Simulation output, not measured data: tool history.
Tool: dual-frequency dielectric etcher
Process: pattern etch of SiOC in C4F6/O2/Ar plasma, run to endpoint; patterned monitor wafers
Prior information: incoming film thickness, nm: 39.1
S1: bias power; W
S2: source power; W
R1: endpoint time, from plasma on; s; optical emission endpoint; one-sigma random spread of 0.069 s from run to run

| run | hour | S1 | S2 | R1 |
|---|---|---|---|---|
| 1 | 0 | 334 | 420 | 14.696 |
| 2 | 6.7 | 314 | 420 | 15.102 |
| 3 | 8.5 | 314 | 460 | 14.587 |
| 4 | 14 | 294 | 460 | 14.997 |
| 5 | 16.3 | 336 | 460 | 14.296 |
| 6 | 21.5 | 336 | 430 | 14.559 |
| 7 | 25.6 | 316 | 430 | 14.884 |

Forecast run 8:
| 8 | 31.1 | 299 | 430 | ? |

R1: 15.14 s
